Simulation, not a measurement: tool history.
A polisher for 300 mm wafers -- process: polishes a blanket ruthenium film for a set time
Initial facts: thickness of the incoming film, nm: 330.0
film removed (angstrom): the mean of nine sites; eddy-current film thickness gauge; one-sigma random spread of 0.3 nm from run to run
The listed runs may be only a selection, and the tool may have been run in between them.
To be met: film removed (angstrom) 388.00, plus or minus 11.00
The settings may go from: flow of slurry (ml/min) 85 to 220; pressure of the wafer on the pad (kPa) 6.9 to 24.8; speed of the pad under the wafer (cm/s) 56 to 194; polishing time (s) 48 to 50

run    day  flow of slurry (ml/min)  pressure of the wafer on the pad (kPa)  speed of the pad under the wafer (cm/s)  polishing time (s)  film removed (angstrom)
  1  0.000                      140                                    15.9                                      124                  48                   768.34
  2  0.175                      155                                    15.9                                      124                  48                   791.59
  3  0.475                      155                                    15.9                                      140                  48                   885.77
  4  0.604                      135                                    15.9                                      140                  48                   865.73
  5  0.683                      130                                    13.8                                      134                  48                   720.95
     0.879  -- slurry nozzle cleaned
  6  0.879                      125                                    12.4                                      130                  48                   669.80
  7  0.917                      120                                    11.0                                      122                  48                   558.27
  8  1.233                      115                                    10.3                                      118                  48                   506.99
  9  1.562                       95                                     6.9                                      116                  48                   330.80
 10  1.767                      105                                     6.9                                      116                  48                   329.37
 11  1.996                      105                                     7.6                                      116                  48                   360.28
 12  2.338                      110                                     7.6                                      116                  48                   365.38
 13  2.588                      115                                     7.6                                      116                  48                   369.11
 14  2.721                      120                                     7.6                                      116                  48                   373.00
 15  2.854                      125                                     7.6                                      116                  48                   367.85
 16  2.996                      125                                     8.3                                      116                  48                   407.05
 17  3.362                      120                                     8.3                                      116                  48                   408.52

Exactly one of the 4 candidate moves below puts every result within its allowed miss. Which one?
  A  3.729                      150                                     7.6                                      106                  49                        ?
  B  3.729                      110                                     7.6                                      124                  48                        ?
  C  3.729                       95                                    10.3                                      102                  49                        ?
  D  3.729                      135                                     6.9                                      120                  48                        ?

move  film removed (angstrom)
   A                   366.30
   B                   397.48
   C                   438.98
   D                   364.20
A: moves the result that the last run missed by most past its target, out the other side
B: each result inside its tolerance
C: the biggest miss grows against the last run
D: moves the result that the last run missed by most past its target, out the other side
B is the move that brings every result within its allowed miss.
